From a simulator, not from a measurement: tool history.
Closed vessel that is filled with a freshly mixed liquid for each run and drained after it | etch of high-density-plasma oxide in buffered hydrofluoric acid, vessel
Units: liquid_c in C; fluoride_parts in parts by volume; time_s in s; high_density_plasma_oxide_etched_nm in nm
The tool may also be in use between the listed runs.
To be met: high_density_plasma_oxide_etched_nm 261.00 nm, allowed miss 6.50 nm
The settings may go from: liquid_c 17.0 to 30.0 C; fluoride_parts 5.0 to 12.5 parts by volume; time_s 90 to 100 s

| run | day | liquid_c | fluoride_parts | time_s | high_density_plasma_oxide_etched_nm |
|---|---|---|---|---|---|
| 1 | 0.000 | 22.0 | 7.5 | 90 | 177.11 |
| 2 | 0.338 | 23.0 | 7.5 | 90 | 187.74 |
| 3 | 0.646 | 21.0 | 7.5 | 90 | 167.70 |
| 4 | 0.829 | 22.5 | 7.5 | 90 | 180.95 |
| 5 | 0.921 | 25.5 | 7.5 | 90 | 213.85 |
| 6 | 1.000 | 26.0 | 7.5 | 90 | 220.44 |
| 7 | 1.100 | 26.5 | 7.5 | 90 | 227.27 |
| 8 | 1.312 | 27.0 | 7.5 | 90 | 229.83 |
| 9 | 1.379 | 27.5 | 7.5 | 90 | 238.26 |
| 10 | 1.508 | 28.0 | 7.5 | 90 | 243.72 |

Which of these 4 next moves meets every target?
| A | 1.638 | 27.5 | 6.5 | 90 | ? |
| B | 1.638 | 28.0 | 7.0 | 95 | ? |
| C | 1.638 | 29.5 | 8.0 | 95 | ? |
| D | 1.638 | 27.0 | 7.0 | 100 | ? |

| move | high_density_plasma_oxide_etched_nm |
|---|---|
| A | 274.91 |
| B | 279.45 |
| C | 261.88 |
| D | 278.91 |
A: takes the result that was furthest off past its target
B: takes the result that was furthest off past its target
C: meets every target
D: takes the result that was furthest off past its target
Move C is the one to make.
